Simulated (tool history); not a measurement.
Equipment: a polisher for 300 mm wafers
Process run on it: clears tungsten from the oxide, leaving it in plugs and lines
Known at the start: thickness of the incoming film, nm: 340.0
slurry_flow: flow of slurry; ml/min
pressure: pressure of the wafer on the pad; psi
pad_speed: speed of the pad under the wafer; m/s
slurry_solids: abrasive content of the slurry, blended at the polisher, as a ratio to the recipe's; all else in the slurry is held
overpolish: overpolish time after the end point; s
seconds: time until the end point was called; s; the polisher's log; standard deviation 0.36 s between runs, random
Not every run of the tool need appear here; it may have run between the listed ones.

run    day  slurry_flow  pressure  pad_speed  slurry_solids  overpolish  seconds
  1  0.000          295       4.7        1.1            1.0          34   52.620
  2  0.238          295       4.2        1.1            1.0          34   56.972
  3  0.346          295       3.2        1.1            1.0          34   75.436
  4  0.383          295       4.1        1.1            1.0          34   59.271
  5  0.558          295       4.1        1.1            1.0          34   59.613
  6  0.833          295       5.1        1.1            1.0          34   47.561

The next listed run, before its measurement:
  7  1.000          295       5.5        1.1            1.0          34        ?

{"run 7": {"seconds": 44.79}}
